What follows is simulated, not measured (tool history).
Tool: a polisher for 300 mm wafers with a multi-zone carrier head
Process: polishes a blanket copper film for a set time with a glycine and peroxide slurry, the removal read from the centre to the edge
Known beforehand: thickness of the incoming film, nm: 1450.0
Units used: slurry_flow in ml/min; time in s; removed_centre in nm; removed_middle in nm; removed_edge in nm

Run 1, hour 0: slurry_flow 140 ml/min, centre_zone 1, middle_zone 1, edge_zone 1, time 41 s. Result: removed_centre 200.02 nm, removed_middle 191.35 nm, removed_edge 206.49 nm.
Run 2, hour 2.3: slurry_flow 140 ml/min, centre_zone 1, middle_zone 1, edge_zone 1, time 31 s. Result: removed_centre 149.91 nm, removed_middle 148.06 nm, removed_edge 155.55 nm.
Run 3, hour 7.4: slurry_flow 140 ml/min, centre_zone 1, middle_zone 1, edge_zone 1, time 36 s. Result: removed_centre 176.05 nm, removed_middle 168.16 nm, removed_edge 176.83 nm.
Run 4, hour 15.5: slurry_flow 135 ml/min, centre_zone 0.99, middle_zone 0.98, edge_zone 0.99, time 35 s. Result: removed_centre 167.77 nm, removed_middle 160.72 nm, removed_edge 171.75 nm.
Run 5, hour 17.6: slurry_flow 130 ml/min, centre_zone 0.98, middle_zone 0.96, edge_zone 0.99, time 34 s. Result: removed_centre 160.42 nm, removed_middle 156.37 nm, removed_edge 168.87 nm.
Run 6, hour 22.3: slurry_flow 130 ml/min, centre_zone 0.98, middle_zone 0.96, edge_zone 0.99, time 38 s. Result: removed_centre 177.63 nm, removed_middle 171.79 nm, removed_edge 185.47 nm.
Run 7, hour 24.3: slurry_flow 125 ml/min, centre_zone 0.98, middle_zone 0.94, edge_zone 1, time 37 s. Result: removed_centre 171.59 nm, removed_middle 161.65 nm, removed_edge 186.9 nm.
Run 8, hour 27: slurry_flow 120 ml/min, centre_zone 0.98, middle_zone 0.93, edge_zone 0.99, time 36 s. Result: removed_centre 163.8 nm, removed_middle 152.19 nm, removed_edge 179.02 nm.
Run 9, hour 30.5: slurry_flow 120 ml/min, centre_zone 0.98, middle_zone 0.92, edge_zone 0.97, time 35 s. Result: removed_centre 157.47 nm, removed_middle 147.59 nm, removed_edge 170.93 nm.
Run 10, hour 38.5: slurry_flow 120 ml/min, centre_zone 0.98, middle_zone 0.91, edge_zone 0.95, time 35 s. Result: removed_centre 162.16 nm, removed_middle 148.65 nm, removed_edge 169.98 nm.
At hour 44.2: edge zone pressure recalibrated.
Run 11, hour 44.2: slurry_flow 115 ml/min, centre_zone 0.98, middle_zone 0.9, edge_zone 0.94, time 34 s. Result: removed_centre 154.32 nm, removed_middle 140.92 nm, removed_edge 155.29 nm.
Run 12, hour 49: slurry_flow 110 ml/min, centre_zone 0.98, middle_zone 0.89, edge_zone 0.94, time 34 s. Result: removed_centre 149.69 nm, removed_middle 136.84 nm, removed_edge 151.93 nm.
Run 13, hour 49.9: slurry_flow 105 ml/min, centre_zone 0.98, middle_zone 0.88, edge_zone 0.94, time 34 s. Result: removed_centre 150.25 nm, removed_middle 136.21 nm, removed_edge 153 nm.

For run 14, what comes out?
Run 14, hour 53.3: slurry_flow 105 ml/min, centre_zone 0.98, middle_zone 0.87, edge_zone 0.94, time 34 s. Result: removed_centre ?, removed_middle ?, removed_edge ?.

For run 14 the tool returned removed_centre 149.39 nm, removed_middle 134.11 nm, removed_edge 150.21 nm.
